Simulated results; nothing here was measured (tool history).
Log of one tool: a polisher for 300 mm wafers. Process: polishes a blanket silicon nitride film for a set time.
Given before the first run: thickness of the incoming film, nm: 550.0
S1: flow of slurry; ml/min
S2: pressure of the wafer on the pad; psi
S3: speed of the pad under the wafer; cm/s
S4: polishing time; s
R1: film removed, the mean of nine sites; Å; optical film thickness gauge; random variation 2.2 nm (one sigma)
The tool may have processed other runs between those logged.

run	day	S1	S2	S3	S4	R1
1	0	305	4.8	114	97	2686.6
2	0.246	305	4.6	114	97	2591.1
3	0.279	305	4.5	114	97	2574.6
4	0.408	305	5.7	114	97	3036.5
5	0.583	305	5.3	114	97	2898.4
6	0.858	305	5.3	114	97	2895.9
7	1.183	305	5	114	97	2794.1
8	1.379	305	4.7	114	97	2655.5

Run 9, settings as shown, results not yet in. Your forecast:
9	1.633	305	4.5	114	97	?

Run 9 yielded R1 2588.9 Å.

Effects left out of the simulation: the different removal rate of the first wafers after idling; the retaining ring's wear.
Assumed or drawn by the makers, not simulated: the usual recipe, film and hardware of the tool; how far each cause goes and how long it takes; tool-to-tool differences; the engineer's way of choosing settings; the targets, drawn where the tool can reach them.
